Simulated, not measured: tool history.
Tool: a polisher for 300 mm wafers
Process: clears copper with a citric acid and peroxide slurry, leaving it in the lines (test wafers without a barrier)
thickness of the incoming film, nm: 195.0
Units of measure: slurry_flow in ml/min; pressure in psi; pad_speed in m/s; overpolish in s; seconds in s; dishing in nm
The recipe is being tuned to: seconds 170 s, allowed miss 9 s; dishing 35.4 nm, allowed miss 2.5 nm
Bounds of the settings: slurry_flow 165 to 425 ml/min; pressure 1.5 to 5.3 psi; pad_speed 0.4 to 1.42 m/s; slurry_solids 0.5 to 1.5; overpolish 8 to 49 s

Run 1, hour 0: slurry_flow 275 ml/min, pressure 3.4 psi, pad_speed 0.9 m/s, slurry_solids 1, overpolish 25 s. Result: seconds 83.261 s, dishing 39.788 nm.
Run 2, hour 5.3: slurry_flow 275 ml/min, pressure 3.1 psi, pad_speed 0.88 m/s, slurry_solids 1, overpolish 28 s. Result: seconds 92.236 s, dishing 40.94 nm.
Run 3, hour 11.5: slurry_flow 275 ml/min, pressure 2.8 psi, pad_speed 0.86 m/s, slurry_solids 1, overpolish 30 s. Result: seconds 104.41 s, dishing 38.798 nm.
Run 4, hour 20.3: slurry_flow 275 ml/min, pressure 2.8 psi, pad_speed 0.86 m/s, slurry_solids 1.1, overpolish 30 s. Result: seconds 103.83 s, dishing 39.153 nm.
Run 5, hour 21.4: slurry_flow 275 ml/min, pressure 2.8 psi, pad_speed 0.86 m/s, slurry_solids 1.1, overpolish 39 s. Result: seconds 104.66 s, dishing 48.557 nm.
Run 6, hour 29.4: slurry_flow 275 ml/min, pressure 2.8 psi, pad_speed 0.86 m/s, slurry_solids 1.1, overpolish 31 s. Result: seconds 101.16 s, dishing 41.032 nm.
Run 7, hour 32.9: slurry_flow 275 ml/min, pressure 2.6 psi, pad_speed 0.84 m/s, slurry_solids 1.1, overpolish 33 s. Result: seconds 110.48 s, dishing 39.618 nm.
Run 8, hour 40.7: slurry_flow 275 ml/min, pressure 2.4 psi, pad_speed 0.82 m/s, slurry_solids 1.1, overpolish 35 s. Result: seconds 124.22 s, dishing 38.063 nm.
At hour 46.8: slurry nozzle cleaned.
Run 9, hour 46.8: slurry_flow 275 ml/min, pressure 2.2 psi, pad_speed 0.82 m/s, slurry_solids 1.1, overpolish 36 s. Result: seconds 131.81 s, dishing 37.491 nm.
Run 10, hour 54.8: slurry_flow 275 ml/min, pressure 2.1 psi, pad_speed 0.82 m/s, slurry_solids 1.1, overpolish 37 s. Result: seconds 133.08 s, dishing 35.586 nm.
Run 11, hour 62.7: slurry_flow 275 ml/min, pressure 2 psi, pad_speed 0.8 m/s, slurry_solids 1.1, overpolish 39 s. Result: seconds 148.13 s, dishing 36.766 nm.
Run 12, hour 64.4: slurry_flow 275 ml/min, pressure 1.9 psi, pad_speed 0.8 m/s, slurry_solids 1.1, overpolish 40 s. Result: seconds 156.83 s, dishing 35.304 nm.

Exactly one of the 4 candidate moves below puts every result within its allowed miss. Which one?
Run A, hour 66.1: slurry_flow 235 ml/min, pressure 3 psi, pad_speed 0.56 m/s, slurry_solids 1.15, overpolish 43 s. Result: seconds ?, dishing ?.
Run B, hour 66.1: slurry_flow 280 ml/min, pressure 1.8 psi, pad_speed 0.88 m/s, slurry_solids 1.15, overpolish 40 s. Result: seconds ?, dishing ?.
Run C, hour 66.1: slurry_flow 285 ml/min, pressure 2 psi, pad_speed 0.86 m/s, slurry_solids 1.2, overpolish 39 s. Result: seconds ?, dishing ?.
Run D, hour 66.1: slurry_flow 290 ml/min, pressure 1.9 psi, pad_speed 0.74 m/s, slurry_solids 1, overpolish 44 s. Result: seconds ?, dishing ?.

move  seconds  dishing
   A   144.21   41.474
   B   149.83   36.553
   C   137.33   38.713
   D   171.44     35.6
A: further off than the last run
B: further off than the last run
C: further off than the last run
D: all results land within tolerance of their targets
The move that meets every target is D.

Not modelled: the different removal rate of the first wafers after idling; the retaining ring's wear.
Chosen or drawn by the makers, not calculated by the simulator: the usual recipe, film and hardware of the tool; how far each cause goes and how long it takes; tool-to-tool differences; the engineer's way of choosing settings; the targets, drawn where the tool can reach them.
